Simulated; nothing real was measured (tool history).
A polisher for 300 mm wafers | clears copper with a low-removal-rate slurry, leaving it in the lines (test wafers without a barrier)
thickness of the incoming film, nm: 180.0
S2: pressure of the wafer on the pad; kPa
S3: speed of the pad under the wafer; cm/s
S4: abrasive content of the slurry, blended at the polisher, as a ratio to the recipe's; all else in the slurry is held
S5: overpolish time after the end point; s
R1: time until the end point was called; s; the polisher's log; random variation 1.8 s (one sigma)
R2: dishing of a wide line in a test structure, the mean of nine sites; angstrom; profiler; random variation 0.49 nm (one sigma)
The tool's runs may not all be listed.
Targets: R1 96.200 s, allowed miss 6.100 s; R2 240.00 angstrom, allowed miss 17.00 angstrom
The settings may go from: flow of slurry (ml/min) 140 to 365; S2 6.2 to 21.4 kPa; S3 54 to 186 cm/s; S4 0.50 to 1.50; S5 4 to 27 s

Run 1, day 0.000: flow of slurry (ml/min) 235, S2 13.8 kPa, S3 118 cm/s, S4 1.00, S5 14 s. Result: R1 71.051 s, R2 230.68 angstrom.
Run 2, day 0.296: flow of slurry (ml/min) 235, S2 12.4 kPa, S3 116 cm/s, S4 1.00, S5 16 s. Result: R1 78.473 s, R2 238.77 angstrom.
Run 3, day 0.508: flow of slurry (ml/min) 235, S2 12.4 kPa, S3 136 cm/s, S4 1.00, S5 16 s. Result: R1 66.746 s, R2 264.45 angstrom.
Run 4, day 0.825: flow of slurry (ml/min) 235, S2 11.0 kPa, S3 134 cm/s, S4 1.00, S5 17 s. Result: R1 73.330 s, R2 243.25 angstrom.
Run 5, day 0.875: flow of slurry (ml/min) 235, S2 10.3 kPa, S3 130 cm/s, S4 1.00, S5 19 s. Result: R1 84.738 s, R2 251.21 angstrom.
Run 6, day 1.075: flow of slurry (ml/min) 235, S2 13.8 kPa, S3 130 cm/s, S4 1.00, S5 19 s. Result: R1 63.384 s, R2 305.97 angstrom.
Run 7, day 1.171: flow of slurry (ml/min) 235, S2 12.4 kPa, S3 128 cm/s, S4 1.00, S5 19 s. Result: R1 71.049 s, R2 286.48 angstrom.
Run 8, day 1.300: flow of slurry (ml/min) 235, S2 11.0 kPa, S3 126 cm/s, S4 1.00, S5 19 s. Result: R1 79.055 s, R2 249.35 angstrom.
Run 9, day 1.338: flow of slurry (ml/min) 235, S2 10.3 kPa, S3 124 cm/s, S4 1.00, S5 20 s. Result: R1 86.025 s, R2 252.20 angstrom.
Run 10, day 1.617: flow of slurry (ml/min) 235, S2 9.0 kPa, S3 122 cm/s, S4 1.00, S5 21 s. Result: R1 102.640 s, R2 232.59 angstrom.

4 next moves are on the table. One of them brings every result within its allowed miss. Which?
Run A, day 1.896: flow of slurry (ml/min) 210, S2 7.6 kPa, S3 134 cm/s, S4 0.95, S5 24 s. Result: R1 ?, R2 ?.
Run B, day 1.896: flow of slurry (ml/min) 230, S2 9.7 kPa, S3 110 cm/s, S4 0.85, S5 24 s. Result: R1 ?, R2 ?.
Run C, day 1.896: flow of slurry (ml/min) 225, S2 11.0 kPa, S3 116 cm/s, S4 0.80, S5 24 s. Result: R1 ?, R2 ?.
Run D, day 1.896: flow of slurry (ml/min) 275, S2 13.1 kPa, S3 106 cm/s, S4 0.55, S5 20 s. Result: R1 ?, R2 ?.

move       R1      R2
   A  109.760  231.59
   B  108.270  238.86
   C   92.459  271.99
   D   95.685  233.13
A: further off than the last run
B: further off than the last run
C: brings the result that was furthest off to its target, and leaves another outside
D: meets every target
The right move is D.
